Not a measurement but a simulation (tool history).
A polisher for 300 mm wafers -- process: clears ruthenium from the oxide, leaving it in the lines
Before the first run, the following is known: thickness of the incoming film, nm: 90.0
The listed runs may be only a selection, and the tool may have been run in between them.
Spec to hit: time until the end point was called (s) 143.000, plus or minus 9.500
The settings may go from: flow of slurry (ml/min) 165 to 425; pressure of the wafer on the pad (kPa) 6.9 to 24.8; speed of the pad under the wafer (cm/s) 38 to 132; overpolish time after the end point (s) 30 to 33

run,hour,flow of slurry (ml/min),pressure of the wafer on the pad (kPa),speed of the pad under the wafer (cm/s),overpolish time after the end point (s),time until the end point was called (s)
1,0.0,275,15.9,84,30,87.458
2,4.7,275,15.9,96,30,80.114
3,5.5,275,13.1,96,30,86.429
4,14.3,275,13.1,96,30,89.966
5,19.4,275,13.1,88,30,95.842
6,25.1,275,16.5,88,30,80.222
7,32.7,275,14.5,84,30,92.332
8,36.9,275,12.4,80,30,104.030
9,39.7,275,11.0,76,30,115.480
10,47.3,275,10.3,74,30,120.000
11,56.2,275,9.7,72,30,130.240
12,64.5,275,9.0,72,30,126.850

5 candidate next runs follow, results not yet known. Just one meets every target within its allowed miss. Identify it.
A,72.8,300,10.3,72,30,?
B,72.8,310,12.4,84,30,?
C,72.8,260,11.7,54,30,?
D,72.8,310,8.3,94,30,?
E,72.8,220,12.4,66,33,?

move,time until the end point was called (s)
A,121.990
B,99.147
C,140.670
D,111.260
E,122.080
A: the biggest miss grows against the last run
B: the biggest miss grows against the last run
C: all results land within tolerance of their targets
D: the biggest miss grows against the last run
E: the biggest miss grows against the last run
Answer: C
